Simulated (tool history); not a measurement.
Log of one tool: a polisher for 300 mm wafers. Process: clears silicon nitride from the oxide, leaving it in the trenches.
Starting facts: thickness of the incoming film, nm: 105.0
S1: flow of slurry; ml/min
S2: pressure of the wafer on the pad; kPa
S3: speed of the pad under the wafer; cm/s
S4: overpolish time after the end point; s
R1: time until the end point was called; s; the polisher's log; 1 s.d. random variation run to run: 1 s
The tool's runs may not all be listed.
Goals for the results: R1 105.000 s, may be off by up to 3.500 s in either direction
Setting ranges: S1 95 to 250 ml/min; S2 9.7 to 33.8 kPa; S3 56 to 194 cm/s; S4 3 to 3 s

| run | hour | S1 | S2 | S3 | S4 | R1 |
|---|---|---|---|---|---|---|
| 1 | 0.0 | 160 | 21.4 | 124 | 3 | 77.493 |
| 2 | 1.4 | 160 | 20.7 | 124 | 3 | 79.390 |
| 3 | 3.2 | 160 | 23.4 | 124 | 3 | 73.568 |
| 4 | 9.7 | 160 | 19.3 | 124 | 3 | 82.825 |
| 5 | 12.3 | 140 | 19.3 | 124 | 3 | 85.598 |
| 6 | 20.3 | 140 | 19.3 | 136 | 3 | 79.495 |
| 7 | 20.9 | 135 | 18.6 | 136 | 3 | 81.493 |
| 8 | 23.1 | 130 | 17.9 | 136 | 3 | 82.976 |
| 9 | 30.9 | 130 | 17.2 | 136 | 3 | 86.811 |
| 10 | 39.1 | 130 | 16.5 | 136 | 3 | 88.503 |
| 11 | 45.6 | 130 | 15.9 | 136 | 3 | 90.304 |
| 12 | 48.9 | 130 | 15.2 | 136 | 3 | 91.725 |
| 13 | 52.3 | 125 | 14.5 | 136 | 3 | 94.757 |
| 14 | 60.1 | 125 | 13.8 | 136 | 3 | 97.502 |

Below are 4 possible settings for the next run. Only one of them brings all results inside the allowed miss of their targets. Which is it?
| A | 67.9 | 130 | 16.5 | 108 | 3 | ? |
| B | 67.9 | 160 | 14.5 | 138 | 3 | ? |
| C | 67.9 | 170 | 22.8 | 92 | 3 | ? |
| D | 67.9 | 125 | 11.7 | 126 | 3 | ? |

| move | R1 |
|---|---|
| A | 106.280 |
| B | 90.525 |
| C | 93.377 |
| D | 114.550 |
A: hits every target within its allowed miss
B: misses by more than the last run did
C: misses by more than the last run did
D: takes the biggest miss from the last run beyond its target
Go with A: it meets all targets.
